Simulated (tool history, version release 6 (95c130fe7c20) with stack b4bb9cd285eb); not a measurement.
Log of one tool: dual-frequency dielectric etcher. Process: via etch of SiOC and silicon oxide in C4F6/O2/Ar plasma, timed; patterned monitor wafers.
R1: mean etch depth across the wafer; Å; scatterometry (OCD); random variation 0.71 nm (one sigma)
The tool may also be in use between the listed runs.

Run 1, hour 0: source power (kW) 0.47, bias power (kW) 0.226, etch time (s) 106.5. Result: R1 1278.5 Å.
Run 2, hour 6.1: source power (kW) 0.47, bias power (kW) 0.2, etch time (s) 106.5. Result: R1 1235.8 Å.
Run 3, hour 10.6: source power (kW) 0.47, bias power (kW) 0.2, etch time (s) 110.5. Result: R1 1291.4 Å.
Run 4, hour 17.6: source power (kW) 0.47, bias power (kW) 0.2, etch time (s) 110.5. Result: R1 1289.5 Å.
Run 5, hour 25.3: source power (kW) 0.47, bias power (kW) 0.2, etch time (s) 106.5. Result: R1 1244.9 Å.
Run 6, hour 29.4: source power (kW) 0.47, bias power (kW) 0.2, etch time (s) 106.5. Result: R1 1238.9 Å.
Run 7, hour 30.2: source power (kW) 0.44, bias power (kW) 0.196, etch time (s) 106.5. Result: R1 1189.3 Å.
Run 8, hour 32.1: source power (kW) 0.43, bias power (kW) 0.195, etch time (s) 106.5. Result: R1 1190 Å.

Forecast run 9:
Run 9, hour 35: source power (kW) 0.43, bias power (kW) 0.195, etch time (s) 106.5. Result: R1 ?.

Run 9 gave R1 1181.5 Å.
